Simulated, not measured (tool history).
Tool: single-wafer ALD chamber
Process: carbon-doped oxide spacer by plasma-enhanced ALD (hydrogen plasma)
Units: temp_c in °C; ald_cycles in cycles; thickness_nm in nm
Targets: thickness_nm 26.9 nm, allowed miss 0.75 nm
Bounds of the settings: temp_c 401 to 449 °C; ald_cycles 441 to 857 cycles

{"run": 1, "day": 0.0, "temp_c": 425, "ald_cycles": 649, "thickness_nm": 31.663}
{"run": 2, "day": 0.217, "temp_c": 432, "ald_cycles": 649, "thickness_nm": 30.802}
{"run": 3, "day": 0.488, "temp_c": 434, "ald_cycles": 629, "thickness_nm": 29.566}
{"run": 4, "day": 0.617, "temp_c": 434, "ald_cycles": 679, "thickness_nm": 31.809}
{"run": 5, "day": 0.971, "temp_c": 434, "ald_cycles": 619, "thickness_nm": 29.045}
{"run": 6, "day": 1.35, "temp_c": 436, "ald_cycles": 610, "thickness_nm": 28.164}
{"run": 7, "day": 1.538, "temp_c": 436, "ald_cycles": 610, "thickness_nm": 28.408}
{"run": 8, "day": 1.646, "temp_c": 438, "ald_cycles": 604, "thickness_nm": 27.871}

5 next moves are on the table. One of them brings every result within its allowed miss. Which?
{"run": "A", "day": 1.754, "temp_c": 441, "ald_cycles": 544, "thickness_nm": "?"}
{"run": "B", "day": 1.754, "temp_c": 448, "ald_cycles": 648, "thickness_nm": "?"}
{"run": "C", "day": 1.754, "temp_c": 430, "ald_cycles": 601, "thickness_nm": "?"}
{"run": "D", "day": 1.754, "temp_c": 433, "ald_cycles": 574, "thickness_nm": "?"}
{"run": "E", "day": 1.754, "temp_c": 442, "ald_cycles": 630, "thickness_nm": "?"}

move=A thickness_nm=24.813
move=B thickness_nm=28.761
move=C thickness_nm=28.573
move=D thickness_nm=26.987
move=E thickness_nm=28.625
A: takes the result that was furthest off past its target
B: further off than the last run
C: further off than the last run
D: meets every target
E: further off than the last run
The right move is D.

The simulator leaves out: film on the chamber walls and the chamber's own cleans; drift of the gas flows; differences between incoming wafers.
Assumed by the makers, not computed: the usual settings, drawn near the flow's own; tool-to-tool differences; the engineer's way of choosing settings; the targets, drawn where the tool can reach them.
